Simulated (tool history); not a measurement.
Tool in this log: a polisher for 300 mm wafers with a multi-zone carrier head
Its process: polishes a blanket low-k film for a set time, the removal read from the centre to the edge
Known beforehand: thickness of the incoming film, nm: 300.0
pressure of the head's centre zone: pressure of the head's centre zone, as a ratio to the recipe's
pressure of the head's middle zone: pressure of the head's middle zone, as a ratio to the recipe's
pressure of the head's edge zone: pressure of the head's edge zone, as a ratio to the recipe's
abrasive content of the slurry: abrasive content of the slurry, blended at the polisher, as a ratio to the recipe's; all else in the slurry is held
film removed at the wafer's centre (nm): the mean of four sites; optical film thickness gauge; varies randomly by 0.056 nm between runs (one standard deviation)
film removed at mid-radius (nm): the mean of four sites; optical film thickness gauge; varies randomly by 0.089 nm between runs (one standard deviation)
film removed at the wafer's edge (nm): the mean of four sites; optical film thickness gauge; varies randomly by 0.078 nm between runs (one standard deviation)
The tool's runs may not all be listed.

| run | day | flow of slurry (ml/min) | pressure of the head's centre zone | pressure of the head's middle zone | pressure of the head's edge zone | abrasive content of the slurry | polishing time (s) | film removed at the wafer's centre (nm) | film removed at mid-radius (nm) | film removed at the wafer's edge (nm) |
|---|---|---|---|---|---|---|---|---|---|---|
| 1 | 0 | 265 | 1 | 1 | 1 | 1 | 34 | 10.717 | 10.841 | 11.13 |
| 2 | 0.296 | 265 | 1 | 1 | 0.94 | 1 | 34 | 10.721 | 10.908 | 10.87 |
| 3 | 0.583 | 265 | 1.01 | 0.98 | 0.93 | 0.9 | 32 | 9.6995 | 9.6154 | 9.573 |
| 4 | 0.921 | 335 | 1.01 | 0.98 | 0.93 | 0.9 | 32 | 9.9213 | 9.7066 | 9.7392 |
| 5 | 1.125 | 340 | 1.01 | 0.96 | 0.92 | 0.8 | 31 | 9.2619 | 9.0061 | 8.7406 |
| 6 | 1.338 | 370 | 1.01 | 0.96 | 0.92 | 0.8 | 31 | 9.1964 | 8.718 | 8.9591 |
| 7 | 1.696 | 375 | 1 | 0.94 | 0.91 | 0.75 | 30 | 8.6675 | 8.3013 | 8.378 |
| 8 | 1.942 | 300 | 1 | 0.84 | 0.89 | 0.5 | 27 | 6.0567 | 5.4821 | 5.91 |
| 9 | 1.988 | 310 | 1.01 | 0.85 | 0.9 | 0.5 | 27 | 6.0653 | 5.5072 | 6.081 |
| 10 | 2.083 | 320 | 1.03 | 0.87 | 0.9 | 0.5 | 27 | 6.2132 | 5.651 | 6.0373 |
| 11 | 2.442 | 330 | 1.04 | 0.88 | 0.91 | 0.5 | 27 | 6.3374 | 5.7082 | 5.9474 |
| 12 | 2.621 | 340 | 1.04 | 0.88 | 0.92 | 0.5 | 27 | 6.4155 | 5.7179 | 6.0125 |
| 13 | 2.862 | 365 | 1.08 | 0.93 | 1.02 | 0.6 | 27 | 7.3765 | 6.5973 | 7.2223 |
| 14 | 2.9 | 355 | 1.08 | 0.93 | 1.01 | 0.6 | 27 | 7.3666 | 6.5466 | 7.0567 |
| 15 | 3.088 | 345 | 1.08 | 0.93 | 1 | 0.6 | 27 | 7.5072 | 6.6386 | 6.9813 |
| 16 | 3.442 | 335 | 1.08 | 0.92 | 0.99 | 0.6 | 27 | 7.3978 | 6.5139 | 6.9479 |
| 17 | 3.692 | 330 | 1.08 | 0.92 | 0.98 | 0.6 | 27 | 7.35 | 6.6451 | 6.9558 |
| 18 | 3.908 | 310 | 1.08 | 0.87 | 0.93 | 0.55 | 27 | 7.0171 | 5.97 | 6.3815 |
| 19 | 4.15 | 310 | 1.08 | 0.88 | 0.94 | 0.55 | 27 | 6.9765 | 5.8269 | 6.5274 |
| 20 | 4.346 | 325 | 1.07 | 0.95 | 0.91 | 0.6 | 27 | 7.2942 | 6.6906 | 6.884 |

What will run 21 give?
| 21 | 4.625 | 320 | 1.07 | 0.94 | 0.91 | 0.6 | 27 | ? | ? | ? |

film removed at the wafer's centre (nm): 7.1698
film removed at mid-radius (nm): 6.4943
film removed at the wafer's edge (nm): 6.7385
